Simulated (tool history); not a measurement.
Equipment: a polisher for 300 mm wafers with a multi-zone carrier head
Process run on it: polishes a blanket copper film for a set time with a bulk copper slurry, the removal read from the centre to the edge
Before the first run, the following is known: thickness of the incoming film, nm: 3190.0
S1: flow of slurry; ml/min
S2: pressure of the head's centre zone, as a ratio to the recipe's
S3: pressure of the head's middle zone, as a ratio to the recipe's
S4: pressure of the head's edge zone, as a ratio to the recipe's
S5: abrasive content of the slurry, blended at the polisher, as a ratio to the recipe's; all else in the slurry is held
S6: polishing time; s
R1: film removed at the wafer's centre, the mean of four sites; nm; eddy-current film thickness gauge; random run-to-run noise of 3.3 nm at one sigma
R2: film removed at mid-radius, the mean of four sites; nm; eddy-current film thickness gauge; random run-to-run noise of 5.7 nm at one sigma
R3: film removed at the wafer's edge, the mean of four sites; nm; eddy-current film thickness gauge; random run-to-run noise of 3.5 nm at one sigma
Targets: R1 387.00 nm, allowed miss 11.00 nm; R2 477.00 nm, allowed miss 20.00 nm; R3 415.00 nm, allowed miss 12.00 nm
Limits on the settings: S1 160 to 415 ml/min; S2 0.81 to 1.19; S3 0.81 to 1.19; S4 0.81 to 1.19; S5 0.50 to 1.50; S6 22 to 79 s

run,hour,S1,S2,S3,S4,S5,S6,R1,R2,R3
1,0.0,265,1.00,1.00,1.00,1.00,50,357.11,378.89,364.74
2,4.6,270,1.00,1.02,1.02,1.05,50,362.14,382.89,379.12
3,9.6,275,0.99,1.04,1.01,1.10,50,361.74,386.97,375.03
4,16.4,275,0.98,1.06,1.00,1.10,51,361.41,412.12,389.67
5,24.8,275,1.01,1.06,1.00,1.10,51,374.67,399.05,381.68
6,27.5,280,1.00,1.08,0.99,1.15,51,370.31,418.15,387.60
7,28.4,285,1.00,1.10,0.99,1.15,51,373.88,412.93,388.74
8,31.0,255,0.92,1.19,0.90,1.40,54,369.22,491.96,393.19
9,32.3,260,0.92,1.18,0.91,1.40,54,379.12,482.31,392.28
10,33.2,260,0.92,1.18,0.92,1.40,54,378.03,485.93,402.32
11,35.2,265,0.92,1.18,0.92,1.40,54,375.22,491.75,400.32
12,42.4,265,0.92,1.17,0.93,1.40,54,377.82,471.99,406.69

Which of these 5 next moves meets every target?
A,49.6,280,0.93,1.16,0.95,1.35,55,?,?,?
B,49.6,220,0.91,1.15,0.98,1.05,57,?,?,?
C,49.6,295,0.96,1.17,0.96,1.50,49,?,?,?
D,49.6,285,0.85,1.16,0.94,1.25,55,?,?,?
E,49.6,170,1.04,1.11,0.99,1.35,55,?,?,?

move,R1,R2,R3
A,384.66,483.03,419.67
B,364.83,465.03,416.32
C,360.10,442.80,383.33
D,353.02,478.82,413.60
E,388.75,430.75,404.47
A: meets every target
B: further off than the last run
C: further off than the last run
D: further off than the last run
E: gets the furthest-off result to its target, but another result is out of tolerance
A is the move that brings every result within its allowed miss.
